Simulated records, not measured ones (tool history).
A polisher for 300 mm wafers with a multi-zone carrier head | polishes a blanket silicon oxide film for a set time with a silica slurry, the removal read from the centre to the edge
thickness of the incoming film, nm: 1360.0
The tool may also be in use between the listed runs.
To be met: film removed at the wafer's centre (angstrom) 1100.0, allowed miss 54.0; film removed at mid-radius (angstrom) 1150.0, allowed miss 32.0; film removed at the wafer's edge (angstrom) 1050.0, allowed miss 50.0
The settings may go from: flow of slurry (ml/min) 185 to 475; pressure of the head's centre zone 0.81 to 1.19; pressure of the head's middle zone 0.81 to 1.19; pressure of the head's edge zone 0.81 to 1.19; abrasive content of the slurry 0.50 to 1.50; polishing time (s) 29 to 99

run    day  flow of slurry (ml/min)  pressure of the head's centre zone  pressure of the head's middle zone  pressure of the head's edge zone  abrasive content of the slurry  polishing time (s)  film removed at the wafer's centre (angstrom)  film removed at mid-radius (angstrom)  film removed at the wafer's edge (angstrom)
  1  0.000                      305                                1.00                                1.00                              1.00                            1.00                  64                                         1620.2                                 1561.0                                       1755.0
  2  0.288                      345                                1.00                                1.00                              1.00                            1.00                  64                                         1595.9                                 1602.5                                       1759.8
  3  0.646                      370                                1.02                                1.02                              0.95                            0.85                  60                                         1454.4                                 1386.3                                       1506.4
  4  0.725                      370                                1.02                                1.02                              0.91                            0.85                  60                                         1447.0                                 1415.3                                       1450.1
  5  0.867                      370                                0.96                                1.02                              0.91                            0.85                  60                                         1348.5                                 1387.6                                       1458.0
  6  1.200                      310                                0.96                                1.02                              0.91                            0.85                  60                                         1373.1                                 1379.8                                       1443.4
  7  1.479                      310                                0.96                                1.02                              0.91                            0.85                  60                                         1342.6                                 1393.0                                       1421.5
  8  1.729                      295                                0.96                                1.03                              0.88                            0.75                  59                                         1228.1                                 1293.9                                       1311.2
  9  2.012                      290                                0.99                                1.05                              0.86                            0.65                  58                                         1146.5                                 1170.4                                       1118.9
 10  2.100                      280                                0.99                                1.06                              0.85                            0.65                  58                                         1146.2                                 1161.1                                       1136.7
 11  2.317                      275                                0.99                                1.09                              0.84                            0.65                  58                                         1130.7                                 1210.0                                       1132.3
 12  2.362                      270                                1.00                                1.09                              0.83                            0.65                  58                                         1145.2                                 1203.6                                       1111.6
     2.483  -- edge zone pressure recalibrated
 13  2.483                      265                                1.00                                1.09                              0.82                            0.65                  58                                         1124.6                                 1180.1                                       1057.7
 14  2.704                      265                                1.00                                1.09                              0.82                            0.65                  58                                         1164.8                                 1198.3                                       1101.7
 15  3.025                      260                                1.00                                1.09                              0.82                            0.65                  58                                         1131.9                                 1190.0                                       1060.9

Which of these 4 next moves meets every target?
  A  3.346                      185                                1.02                                1.16                              0.81                            0.70                  58                                              ?                                      ?                                            ?
  B  3.346                      290                                0.89                                1.16                              0.81                            1.00                  46                                              ?                                      ?                                            ?
  C  3.346                      335                                0.98                                1.06                              0.81                            0.85                  48                                              ?                                      ?                                            ?
  D  3.346                      240                                1.01                                1.05                              0.81                            0.70                  59                                              ?                                      ?                                            ?

move  film removed at the wafer's centre (angstrom)  film removed at mid-radius (angstrom)  film removed at the wafer's edge (angstrom)
   A                                         1182.2                                 1231.8                                       1097.8
   B                                         1043.6                                 1240.6                                       1090.2
   C                                         1123.4                                 1129.5                                       1062.2
   D                                         1235.3                                 1200.4                                       1146.3
A: further off than the last run
B: further off than the last run
C: meets every target
D: further off than the last run
Answer: C

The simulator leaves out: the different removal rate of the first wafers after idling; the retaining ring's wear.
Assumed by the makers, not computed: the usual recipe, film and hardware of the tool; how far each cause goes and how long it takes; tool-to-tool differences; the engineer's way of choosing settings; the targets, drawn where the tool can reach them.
